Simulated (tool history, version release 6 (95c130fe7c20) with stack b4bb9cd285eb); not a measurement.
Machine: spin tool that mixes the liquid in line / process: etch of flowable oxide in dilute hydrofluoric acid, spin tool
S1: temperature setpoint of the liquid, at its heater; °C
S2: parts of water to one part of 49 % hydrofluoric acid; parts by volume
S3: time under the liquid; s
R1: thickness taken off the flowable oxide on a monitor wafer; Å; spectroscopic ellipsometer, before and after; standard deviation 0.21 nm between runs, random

run  hour    S1   S2  S3      R1
  1   0.0  21.0   75  65  277.83
  2   4.4  21.0   95  65  219.33
  3  10.3  22.0   95  65  223.88
  4  13.2  22.0   95  65  223.86
  5  15.7  22.0  120  65  173.12
  6  21.7  22.0  120  65  173.36
  7  23.2  22.5  115  65  185.61
  8  31.4  23.0  110  65  199.07
  9  32.2  23.5  105  65  215.20
 10  40.5  24.0  100  65  231.86
 11  44.4  24.5   95  65  248.67

The next listed run, before its measurement:
 12  51.7  25.0  95  65   ?

Logged for run 12: R1 252.47 Å.
